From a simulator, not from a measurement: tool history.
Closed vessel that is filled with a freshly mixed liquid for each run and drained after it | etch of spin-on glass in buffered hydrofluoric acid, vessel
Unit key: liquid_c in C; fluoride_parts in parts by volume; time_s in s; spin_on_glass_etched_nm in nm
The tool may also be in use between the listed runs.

| run | hour | liquid_c | fluoride_parts | time_s | spin_on_glass_etched_nm |
|---|---|---|---|---|---|
| 1 | 0 | 21 | 22.5 | 85 | 114.23 |
| 2 | 3 | 21 | 22.5 | 95 | 127.87 |
| 3 | 9 | 21 | 27 | 95 | 112.16 |
| 4 | 18.2 | 21 | 27 | 95 | 112.41 |
| 5 | 24.9 | 22.5 | 27 | 95 | 122.46 |
| 6 | 26.7 | 24 | 23.5 | 95 | 145.42 |
| 7 | 35.4 | 25 | 20.5 | 95 | 169.23 |

Predict the results of run 8:
| 8 | 42 | 26 | 18 | 95 | ? |

Run 8 came out at spin_on_glass_etched_nm 201.44 nm.

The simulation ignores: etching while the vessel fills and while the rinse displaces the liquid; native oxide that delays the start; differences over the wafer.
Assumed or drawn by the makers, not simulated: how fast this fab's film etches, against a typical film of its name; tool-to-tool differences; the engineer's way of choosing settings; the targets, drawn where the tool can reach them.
